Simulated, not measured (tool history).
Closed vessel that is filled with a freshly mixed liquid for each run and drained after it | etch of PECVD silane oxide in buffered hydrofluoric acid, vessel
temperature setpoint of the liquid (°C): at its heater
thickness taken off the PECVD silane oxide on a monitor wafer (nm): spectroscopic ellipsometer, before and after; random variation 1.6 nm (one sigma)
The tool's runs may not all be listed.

run  hour  temperature setpoint of the liquid (°C)  parts of 40 % ammonium fluoride to one part of 49 % hydrofluoric acid (parts by volume)  time in the liquid (s)  thickness taken off the PECVD silane oxide on a monitor wafer (nm)
  1     0                                       23                                                                                     17.5                      90                                                              112.11
  2   2.2                                       25                                                                                       17                      90                                                              129.74
  3    11                                     26.5                                                                                       17                      90                                                              140.33
  4  17.8                                     27.5                                                                                       17                      90                                                              144.78
  5  18.5                                     28.5                                                                                     16.5                      90                                                              161.15
  6  24.6                                     28.5                                                                                     16.5                      90                                                              159.89

Run 7 comes next. What will it give?
  7  30.2                                       29                                                                                     16.5                      90                                                                   ?

Run 7 gave thickness taken off the PECVD silane oxide on a monitor wafer (nm) 166.43.
